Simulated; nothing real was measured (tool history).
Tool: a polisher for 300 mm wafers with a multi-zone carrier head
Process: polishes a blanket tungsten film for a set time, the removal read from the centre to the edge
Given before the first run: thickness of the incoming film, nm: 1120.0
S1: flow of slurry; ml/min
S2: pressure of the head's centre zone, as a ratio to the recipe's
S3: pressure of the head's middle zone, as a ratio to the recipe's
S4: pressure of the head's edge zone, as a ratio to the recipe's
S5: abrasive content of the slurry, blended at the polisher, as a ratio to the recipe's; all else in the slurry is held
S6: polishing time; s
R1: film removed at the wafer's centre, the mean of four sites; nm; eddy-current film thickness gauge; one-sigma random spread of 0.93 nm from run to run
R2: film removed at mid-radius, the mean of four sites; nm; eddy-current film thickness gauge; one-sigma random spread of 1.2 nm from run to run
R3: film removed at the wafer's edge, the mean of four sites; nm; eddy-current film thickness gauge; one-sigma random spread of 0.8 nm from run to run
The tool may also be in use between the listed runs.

| run | day | S1 | S2 | S3 | S4 | S5 | S6 | R1 | R2 | R3 |
|---|---|---|---|---|---|---|---|---|---|---|
| 1 | 0.000 | 240 | 1.00 | 1.00 | 1.00 | 1.00 | 31 | 142.620 | 147.060 | 143.840 |
| 2 | 0.088 | 240 | 1.00 | 1.00 | 1.00 | 1.15 | 31 | 147.500 | 150.500 | 148.530 |
| 3 | 0.354 | 230 | 0.97 | 0.98 | 0.97 | 0.95 | 29 | 128.240 | 134.590 | 131.690 |
| 4 | 0.462 | 260 | 0.97 | 0.98 | 0.97 | 0.95 | 29 | 131.060 | 134.730 | 132.770 |
| 5 | 0.662 | 260 | 0.97 | 0.98 | 0.97 | 0.95 | 32 | 145.570 | 151.990 | 146.020 |
| 6 | 0.767 | 260 | 0.89 | 0.98 | 0.97 | 0.95 | 32 | 133.070 | 150.310 | 146.540 |
| 7 | 0.846 | 220 | 0.84 | 0.91 | 0.87 | 0.70 | 25 | 89.444 | 100.010 | 98.171 |

Run 8, settings as shown, results not yet in. Your forecast:
| 8 | 0.896 | 230 | 0.84 | 0.92 | 0.87 | 0.70 | 25 | ? | ? | ? |

R1: 88.643 nm
R2: 98.877 nm
R3: 97.605 nm

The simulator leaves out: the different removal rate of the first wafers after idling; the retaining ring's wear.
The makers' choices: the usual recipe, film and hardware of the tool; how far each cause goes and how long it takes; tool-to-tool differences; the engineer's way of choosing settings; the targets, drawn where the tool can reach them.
